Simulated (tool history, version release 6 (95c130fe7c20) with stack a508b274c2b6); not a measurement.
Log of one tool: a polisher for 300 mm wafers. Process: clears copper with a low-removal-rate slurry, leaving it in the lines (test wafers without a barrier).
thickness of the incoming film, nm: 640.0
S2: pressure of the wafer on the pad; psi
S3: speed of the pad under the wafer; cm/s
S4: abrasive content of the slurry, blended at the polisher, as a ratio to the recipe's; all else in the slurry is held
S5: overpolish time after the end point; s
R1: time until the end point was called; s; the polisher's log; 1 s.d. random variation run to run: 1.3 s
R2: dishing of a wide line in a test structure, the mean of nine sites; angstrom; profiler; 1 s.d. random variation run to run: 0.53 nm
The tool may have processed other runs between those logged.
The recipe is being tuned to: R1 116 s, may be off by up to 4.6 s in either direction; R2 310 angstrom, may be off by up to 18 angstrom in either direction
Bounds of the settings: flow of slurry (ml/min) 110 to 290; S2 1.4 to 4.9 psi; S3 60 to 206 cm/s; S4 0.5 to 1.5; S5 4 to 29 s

{"run": 1, "hour": 0.0, "flow of slurry (ml/min)": 185, "S2": 3.1, "S3": 132, "S4": 1, "S5": 15, "R1": 164.46, "R2": 266.9}
{"run": 2, "hour": 2.9, "flow of slurry (ml/min)": 185, "S2": 3.1, "S3": 114, "S4": 1, "S5": 15, "R1": 188.08, "R2": 245.7}
{"run": 3, "hour": 4.7, "flow of slurry (ml/min)": 185, "S2": 3.3, "S3": 114, "S4": 1, "S5": 15, "R1": 178.5, "R2": 260.5}
{"run": 4, "hour": 6.4, "flow of slurry (ml/min)": 185, "S2": 3.5, "S3": 114, "S4": 1, "S5": 15, "R1": 173.72, "R2": 248.34}
{"run": 5, "hour": 7.5, "flow of slurry (ml/min)": 185, "S2": 3.7, "S3": 116, "S4": 1, "S5": 16, "R1": 162.99, "R2": 266.25}
{"run": 6, "hour": 16.1, "flow of slurry (ml/min)": 185, "S2": 3.7, "S3": 116, "S4": 1, "S5": 19, "R1": 165.19, "R2": 290.17}
{"run": 7, "hour": 17.0, "flow of slurry (ml/min)": 185, "S2": 3.8, "S3": 116, "S4": 1, "S5": 19, "R1": 161.76, "R2": 283.67}
{"run": 8, "hour": 22.1, "flow of slurry (ml/min)": 185, "S2": 3.9, "S3": 118, "S4": 1, "S5": 19, "R1": 160.01, "R2": 295.85}
{"run": 9, "hour": 28.4, "flow of slurry (ml/min)": 185, "S2": 4, "S3": 120, "S4": 1, "S5": 19, "R1": 154.7, "R2": 297.21}
{"run": 10, "hour": 32.8, "flow of slurry (ml/min)": 185, "S2": 4.1, "S3": 122, "S4": 1, "S5": 19, "R1": 144.12, "R2": 293.86}
{"run": 11, "hour": 40.6, "flow of slurry (ml/min)": 185, "S2": 4.2, "S3": 122, "S4": 1, "S5": 19, "R1": 146.15, "R2": 300.13}
{"run": 12, "hour": 48.0, "flow of slurry (ml/min)": 185, "S2": 4.3, "S3": 124, "S4": 1, "S5": 19, "R1": 140.82, "R2": 304.84}
{"run": 13, "hour": 49.8, "flow of slurry (ml/min)": 185, "S2": 4.4, "S3": 126, "S4": 1, "S5": 19, "R1": 135.74, "R2": 307.88}
{"run": 14, "hour": 53.4, "flow of slurry (ml/min)": 185, "S2": 4.5, "S3": 126, "S4": 1, "S5": 19, "R1": 136.09, "R2": 317.57}
{"run": 15, "hour": 60.9, "flow of slurry (ml/min)": 185, "S2": 4.5, "S3": 128, "S4": 1, "S5": 18, "R1": 133.88, "R2": 318.11}
{"run": 16, "hour": 68.5, "flow of slurry (ml/min)": 185, "S2": 4.5, "S3": 130, "S4": 1, "S5": 17, "R1": 127.57, "R2": 305.48}

Exercise: of the 4 proposed moves below, exactly one satisfies all targets within the stated allowed misses. Which move is it?
{"run": "A", "hour": 76.1, "flow of slurry (ml/min)": 130, "S2": 4.5, "S3": 120, "S4": 1.1, "S5": 16, "R1": "?", "R2": "?"}
{"run": "B", "hour": 76.1, "flow of slurry (ml/min)": 160, "S2": 4.6, "S3": 148, "S4": 0.95, "S5": 15, "R1": "?", "R2": "?"}
{"run": "C", "hour": 76.1, "flow of slurry (ml/min)": 160, "S2": 4.2, "S3": 128, "S4": 1.05, "S5": 19, "R1": "?", "R2": "?"}
{"run": "D", "hour": 76.1, "flow of slurry (ml/min)": 205, "S2": 4.9, "S3": 134, "S4": 0.85, "S5": 12, "R1": "?", "R2": "?"}

move=A R1=145.85 R2=284.55
move=B R1=114.85 R2=303.01
move=C R1=138.82 R2=305.9
move=D R1=118.09 R2=276.9
A: further off than the last run
B: in spec on every target
C: further off than the last run
D: brings the last run's worst result on target, with another outside its allowed miss
B is the move that brings every result within its allowed miss.

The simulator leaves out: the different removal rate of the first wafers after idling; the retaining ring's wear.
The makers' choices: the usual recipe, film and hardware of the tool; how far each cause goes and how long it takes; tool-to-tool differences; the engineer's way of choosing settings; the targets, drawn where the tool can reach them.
